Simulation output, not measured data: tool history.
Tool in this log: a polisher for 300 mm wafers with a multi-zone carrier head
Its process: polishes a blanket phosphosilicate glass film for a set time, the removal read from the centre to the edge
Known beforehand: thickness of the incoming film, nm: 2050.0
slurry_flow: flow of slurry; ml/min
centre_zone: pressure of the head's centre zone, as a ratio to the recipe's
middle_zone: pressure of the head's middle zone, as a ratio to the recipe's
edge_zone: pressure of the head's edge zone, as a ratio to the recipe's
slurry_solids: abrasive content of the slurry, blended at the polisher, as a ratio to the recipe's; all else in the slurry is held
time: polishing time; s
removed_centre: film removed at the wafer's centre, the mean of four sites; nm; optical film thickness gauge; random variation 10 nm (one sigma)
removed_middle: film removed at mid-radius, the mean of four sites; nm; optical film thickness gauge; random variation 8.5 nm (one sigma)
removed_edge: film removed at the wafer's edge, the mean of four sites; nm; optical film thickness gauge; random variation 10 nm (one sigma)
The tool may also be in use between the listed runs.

run  hour  slurry_flow  centre_zone  middle_zone  edge_zone  slurry_solids  time  removed_centre  removed_middle  removed_edge
  1   0.0          230         1.00         1.00       1.00           1.00    45          623.59          628.48        631.46
  2   4.0          230         1.00         1.00       1.00           0.90    45          602.40          608.70        618.35
  3   6.4          245         1.03         1.04       1.04           1.10    49          732.26          730.54        752.06
  4  11.4          210         1.03         1.04       1.04           1.10    49          732.00          725.04        738.33
  5  14.4          210         1.03         1.08       1.04           1.10    49          731.89          752.33        726.99
  6  15.1          210         1.03         1.08       1.04           1.10    57          839.52          868.74        853.07
  7  18.6          220         1.06         1.11       1.04           1.20    57          912.33          943.27        882.30

Forecast run 8:
  8  25.2          235         1.08         1.13       1.07           1.25    57               ?               ?             ?

{"run 8": {"removed_centre": 942.02, "removed_middle": 978.3, "removed_edge": 903.51}}
